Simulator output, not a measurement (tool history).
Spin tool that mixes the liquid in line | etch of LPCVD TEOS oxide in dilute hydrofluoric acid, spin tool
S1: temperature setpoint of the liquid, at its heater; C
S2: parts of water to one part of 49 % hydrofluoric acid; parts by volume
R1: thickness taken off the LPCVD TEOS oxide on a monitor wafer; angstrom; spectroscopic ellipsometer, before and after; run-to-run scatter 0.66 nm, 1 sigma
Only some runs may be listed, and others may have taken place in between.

{"run": 1, "day": 0.0, "S1": 26, "S2": 45, "time under the liquid (s)": 115, "R1": 568.21}
{"run": 2, "day": 0.35, "S1": 26, "S2": 30, "time under the liquid (s)": 115, "R1": 861.74}
{"run": 3, "day": 0.679, "S1": 26, "S2": 30, "time under the liquid (s)": 125, "R1": 943.86}
{"run": 4, "day": 0.742, "S1": 27, "S2": 30, "time under the liquid (s)": 125, "R1": 983.03}
{"run": 5, "day": 0.846, "S1": 28, "S2": 30, "time under the liquid (s)": 125, "R1": 1014.6}
{"run": 6, "day": 1.108, "S1": 29, "S2": 30, "time under the liquid (s)": 125, "R1": 1057.1}

Run 7 is up next; what results do you expect?
{"run": 7, "day": 1.325, "S1": 29.5, "S2": 30, "time under the liquid (s)": 125, "R1": "?"}

Run 7 yielded R1 1088.9 angstrom.
